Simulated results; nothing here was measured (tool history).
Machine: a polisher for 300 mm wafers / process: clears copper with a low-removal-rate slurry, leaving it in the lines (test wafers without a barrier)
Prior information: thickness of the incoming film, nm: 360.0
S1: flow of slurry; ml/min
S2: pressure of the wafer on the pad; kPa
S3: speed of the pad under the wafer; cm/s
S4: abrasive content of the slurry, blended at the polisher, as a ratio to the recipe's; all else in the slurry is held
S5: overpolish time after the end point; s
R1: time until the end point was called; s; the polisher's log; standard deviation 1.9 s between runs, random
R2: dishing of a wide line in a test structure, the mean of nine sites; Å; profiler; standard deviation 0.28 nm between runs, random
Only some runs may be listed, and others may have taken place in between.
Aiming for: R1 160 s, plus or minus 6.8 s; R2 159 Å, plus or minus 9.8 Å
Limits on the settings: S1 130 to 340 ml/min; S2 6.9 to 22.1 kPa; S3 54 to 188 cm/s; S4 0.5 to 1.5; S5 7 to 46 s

run    day   S1    S2   S3  S4  S5      R1      R2
  1      0  220  14.5  120   1  24   124.5  212.92
  2  0.325  220  13.8  120   1  21  131.36  198.32
  3  0.462  220  13.1  120   1  19  136.74  181.89
  4  0.629  220  12.4  120   1  19     146  188.31
  5  0.858  220  12.4   98   1  19  170.98  161.35
  6  0.983  220  12.4   98   1  15  174.89   143.1
  7  1.292  220  12.4   98   1  16  173.98  149.62
  8  1.475  220  12.4   98   1  16  174.22  148.42

Which of these 5 next moves meets every target?
  A  1.658  170  10.3  132   1.1  13   ?   ?
  B  1.658  205  15.9   80   1.1  16   ?   ?
  C  1.658  205  14.5   84   0.9  15   ?   ?
  D  1.658  210  12.4  110  0.85  24   ?   ?
  E  1.658  225     9  148  1.05  14   ?   ?

move      R1      R2
   A  161.08  136.17
   B  163.26  156.48
   C   176.8  142.92
   D  161.71  189.23
   E  160.28  141.59
A: the furthest-off result lands on target, but another misses its tolerance
B: every result lands within tolerance
C: moves away from the targets compared with the last run
D: the furthest-off result lands on target, but another misses its tolerance
E: the furthest-off result lands on target, but another misses its tolerance
Move B is the one to make.
